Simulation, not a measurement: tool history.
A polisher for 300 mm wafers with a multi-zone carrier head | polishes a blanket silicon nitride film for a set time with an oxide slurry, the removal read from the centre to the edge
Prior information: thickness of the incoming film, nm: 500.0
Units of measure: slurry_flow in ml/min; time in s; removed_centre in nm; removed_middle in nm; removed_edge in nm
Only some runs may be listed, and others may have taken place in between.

| run | hour | slurry_flow | centre_zone | middle_zone | edge_zone | slurry_solids | time | removed_centre | removed_middle | removed_edge |
|---|---|---|---|---|---|---|---|---|---|---|
| 1 | 0 | 165 | 1 | 1 | 1 | 1 | 44 | 24.997 | 24.629 | 23.935 |
| 2 | 1.3 | 165 | 1 | 0.92 | 1 | 1 | 44 | 25.085 | 23.138 | 23.87 |
| 3 | 5.1 | 165 | 1.03 | 0.92 | 1 | 1 | 44 | 25.661 | 23.136 | 24.033 |
| 4 | 14 | 165 | 1.09 | 0.92 | 1 | 1 | 44 | 27.183 | 22.856 | 23.749 |
| 5 | 18.5 | 160 | 1.06 | 0.92 | 0.98 | 0.9 | 44 | 24.622 | 21.145 | 21.718 |
| 6 | 23.1 | 160 | 1.06 | 0.92 | 0.98 | 0.9 | 40 | 21.864 | 19.731 | 20.013 |
| 7 | 28.5 | 150 | 1.04 | 0.92 | 0.96 | 0.9 | 40 | 21.581 | 18.989 | 19.488 |
| 8 | 37.4 | 145 | 1.01 | 0.93 | 0.94 | 0.9 | 40 | 20.801 | 19.6 | 19.389 |
| 9 | 43.6 | 140 | 0.99 | 0.92 | 0.93 | 0.9 | 40 | 19.758 | 18.74 | 18.843 |
| 10 | 44.4 | 135 | 0.98 | 0.92 | 0.92 | 0.9 | 40 | 19.938 | 18.839 | 18.776 |
| 11 | 46 | 130 | 0.96 | 0.92 | 0.91 | 0.9 | 40 | 18.758 | 18.147 | 18.505 |
| 12 | 54.4 | 125 | 0.95 | 0.93 | 0.9 | 0.9 | 40 | 18.477 | 18.524 | 18.578 |
| 13 | 61 | 125 | 0.95 | 0.93 | 0.89 | 0.9 | 40 | 18.534 | 18.542 | 18.303 |
| 14 | 62.5 | 125 | 0.95 | 0.93 | 0.89 | 0.9 | 40 | 18.537 | 18.813 | 18.25 |
| 15 | 68.2 | 120 | 0.95 | 0.93 | 0.88 | 0.9 | 40 | 18.379 | 18.433 | 18.068 |
| 16 | 68.8 | 115 | 0.94 | 0.93 | 0.87 | 0.9 | 40 | 18.167 | 17.808 | 17.738 |
| 17 | 77.5 | 115 | 0.93 | 0.94 | 0.87 | 0.9 | 40 | 18.228 | 18.263 | 17.78 |
| 18 | 84.1 | 105 | 0.89 | 0.93 | 0.85 | 0.85 | 40 | 15.64 | 16.758 | 16.492 |

The next listed run, before its measurement:
| 19 | 90.1 | 110 | 0.89 | 0.93 | 0.85 | 0.85 | 40 | ? | ? | ? |

Logged for run 19: removed_centre 16.01 nm, removed_middle 17.129 nm, removed_edge 16.618 nm.

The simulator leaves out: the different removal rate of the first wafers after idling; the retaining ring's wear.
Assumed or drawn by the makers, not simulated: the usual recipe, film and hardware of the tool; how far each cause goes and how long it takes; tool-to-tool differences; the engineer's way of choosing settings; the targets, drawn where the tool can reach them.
